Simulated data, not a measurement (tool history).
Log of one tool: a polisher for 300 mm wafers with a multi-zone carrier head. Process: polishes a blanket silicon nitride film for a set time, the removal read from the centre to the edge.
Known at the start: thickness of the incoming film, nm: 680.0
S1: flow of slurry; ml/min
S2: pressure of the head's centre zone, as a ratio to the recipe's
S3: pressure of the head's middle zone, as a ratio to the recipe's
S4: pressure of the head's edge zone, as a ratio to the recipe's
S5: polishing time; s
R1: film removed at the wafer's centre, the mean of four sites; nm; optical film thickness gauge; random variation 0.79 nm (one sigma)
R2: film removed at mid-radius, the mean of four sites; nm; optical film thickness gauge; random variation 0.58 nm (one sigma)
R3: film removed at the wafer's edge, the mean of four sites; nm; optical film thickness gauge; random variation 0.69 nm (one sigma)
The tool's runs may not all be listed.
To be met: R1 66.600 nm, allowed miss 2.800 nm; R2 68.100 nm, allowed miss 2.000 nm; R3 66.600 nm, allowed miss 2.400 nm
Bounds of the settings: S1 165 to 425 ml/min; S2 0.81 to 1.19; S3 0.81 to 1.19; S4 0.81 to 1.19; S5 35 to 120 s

run  hour   S1    S2    S3    S4  S5       R1       R2       R3
  1   0.0  275  1.00  1.00  1.00  77  112.060  108.190  110.360
  2   7.9  275  1.00  1.00  0.96  77  109.100  108.490  106.100
  3  16.2  275  1.00  1.00  0.87  77  108.970  109.050  103.680
  4  24.4  275  1.00  1.00  0.87  66   95.526   91.390   87.779
  5  27.4  215  1.00  1.00  0.87  66   91.813   90.564   86.283
  6  29.6  210  0.98  0.99  0.86  63   87.655   85.067   82.547
  7  37.8  205  0.96  0.99  0.86  60   82.415   80.881   76.585
  8  44.1  200  0.93  0.98  0.87  59   79.984   78.623   76.621
  9  46.7  195  0.91  0.98  0.87  58   75.407   76.992   75.208
 10  52.3  195  0.90  0.98  0.86  57   76.014   75.656   72.745
 11  60.9  190  0.88  0.98  0.86  56   72.107   74.519   71.667
 12  65.7  190  0.87  0.97  0.85  55   72.945   73.239   70.384

4 next moves are on the table. One of them brings every result within its allowed miss. Which?
  A  70.5  175  0.86  0.97  0.86  52   ?   ?   ?
  B  70.5  165  0.82  0.94  0.98  55   ?   ?   ?
  C  70.5  245  0.98  0.88  0.81  55   ?   ?   ?
  D  70.5  165  0.81  1.00  1.10  55   ?   ?   ?

move      R1      R2      R3
   A  65.976  68.410  66.167
   B  67.597  69.994  73.854
   C  77.678  69.089  70.125
   D  67.214  73.718  77.966
A: meets every target
B: brings the result that was furthest off to its target, and leaves another outside
C: brings the result that was furthest off to its target, and leaves another outside
D: further off than the last run
The right move is A.

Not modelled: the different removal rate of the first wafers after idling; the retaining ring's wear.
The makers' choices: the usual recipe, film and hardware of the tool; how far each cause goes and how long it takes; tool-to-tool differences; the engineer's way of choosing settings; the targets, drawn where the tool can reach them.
